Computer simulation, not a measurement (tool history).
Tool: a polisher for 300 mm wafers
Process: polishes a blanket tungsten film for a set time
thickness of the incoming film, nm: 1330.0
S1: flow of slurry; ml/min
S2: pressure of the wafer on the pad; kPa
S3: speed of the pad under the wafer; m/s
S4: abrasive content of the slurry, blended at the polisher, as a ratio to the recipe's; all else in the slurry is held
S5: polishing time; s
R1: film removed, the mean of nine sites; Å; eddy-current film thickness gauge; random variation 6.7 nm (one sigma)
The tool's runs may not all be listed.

{"run": 1, "hour": 0.0, "S1": 145, "S2": 15.9, "S3": 0.88, "S4": 1, "S5": 115, "R1": 3221.1}
{"run": 2, "hour": 1.2, "S1": 145, "S2": 13.1, "S3": 0.88, "S4": 1, "S5": 115, "R1": 2726.6}
{"run": 3, "hour": 5.2, "S1": 145, "S2": 13.1, "S3": 0.88, "S4": 0.85, "S5": 115, "R1": 2692.7}
{"run": 4, "hour": 12.8, "S1": 150, "S2": 15.9, "S3": 0.88, "S4": 0.85, "S5": 115, "R1": 3151.4}
{"run": 5, "hour": 14.1, "S1": 150, "S2": 17.9, "S3": 0.9, "S4": 0.85, "S5": 115, "R1": 3624.6}
{"run": 6, "hour": 22.9, "S1": 180, "S2": 17.9, "S3": 0.9, "S4": 0.85, "S5": 115, "R1": 3709.9}
{"run": 7, "hour": 25.5, "S1": 180, "S2": 19.3, "S3": 0.9, "S4": 0.85, "S5": 115, "R1": 4047.8}
{"run": 8, "hour": 27.3, "S1": 180, "S2": 20.7, "S3": 0.9, "S4": 0.85, "S5": 115, "R1": 4140.7}
{"run": 9, "hour": 35.4, "S1": 180, "S2": 21.4, "S3": 0.92, "S4": 0.85, "S5": 115, "R1": 4408.7}

Forecast run 10:
{"run": 10, "hour": 43.1, "S1": 180, "S2": 22.1, "S3": 0.94, "S4": 0.85, "S5": 115, "R1": "?"}

Run 10 gave R1 4629.2 Å.
